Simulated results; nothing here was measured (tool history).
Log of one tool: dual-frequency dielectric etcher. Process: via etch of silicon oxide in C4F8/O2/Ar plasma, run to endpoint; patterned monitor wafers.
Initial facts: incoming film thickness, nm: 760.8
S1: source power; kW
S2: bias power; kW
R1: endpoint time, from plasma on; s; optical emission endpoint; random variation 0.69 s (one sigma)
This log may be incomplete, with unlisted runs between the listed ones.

run 1 hour=0 | S1=1.78 S2=2.002 | R1=152.14
run 2 hour=1.2 | S1=2 S2=2.002 | R1=148.09
run 3 hour=3.9 | S1=1.76 S2=1.89 | R1=155.47
run 4 hour=9.4 | S1=1.58 S2=1.831 | R1=164.4
run 5 hour=12.4 | S1=1.5 S2=1.821 | R1=165.92
run 6 hour=13.6 | S1=1.69 S2=1.821 | R1=160.32

What will run 7 give?
run 7 hour=14.9 | S1=1.57 S2=1.803 | R1=?

{"run 7": {"R1": 164.1}}
